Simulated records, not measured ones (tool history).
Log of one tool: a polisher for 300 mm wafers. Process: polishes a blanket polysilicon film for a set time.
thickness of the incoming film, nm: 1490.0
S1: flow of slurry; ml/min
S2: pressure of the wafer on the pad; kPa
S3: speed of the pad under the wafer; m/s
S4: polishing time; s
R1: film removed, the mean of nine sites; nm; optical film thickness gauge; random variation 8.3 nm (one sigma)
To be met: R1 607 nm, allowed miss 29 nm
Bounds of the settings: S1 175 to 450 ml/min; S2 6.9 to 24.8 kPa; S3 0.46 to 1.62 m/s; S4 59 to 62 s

run  hour   S1    S2    S3  S4      R1
  1     0  290  15.9  1.04  59   397.8
  2   1.4  355  15.9  1.04  59  405.05
  3   8.8  355  16.5  1.04  59  416.25
  4  10.7  355  16.5  1.22  59  486.18
  5  16.1  355  16.5   1.4  59  536.32
  6  20.9  355  13.1   1.4  59  482.33
  7  26.3  355  13.8   1.4  59   504.2
  8  32.2  355  14.5   1.4  59  501.49
  9  37.7  355  15.2   1.4  59  522.33
 10  38.5  355  15.9   1.4  59  550.97
 11  40.2  355  16.5   1.4  59  533.96
 12  46.9  355  17.2   1.4  59   559.2

5 next moves are on the table. One of them brings every result within its allowed miss. Which?
  A  53.6  340  15.9  1.32  59   ?
  B  53.6  340  17.9  1.32  59   ?
  C  53.6  385  20.7   1.3  60   ?
  D  53.6  305  15.2   1.4  59   ?
  E  53.6  330  15.2  1.34  59   ?

move      R1
   A  507.59
   B  547.46
   C   607.4
   D  518.79
   E  500.41
A: further off than the last run
B: further off than the last run
C: meets every target
D: further off than the last run
E: further off than the last run
The right move is C.
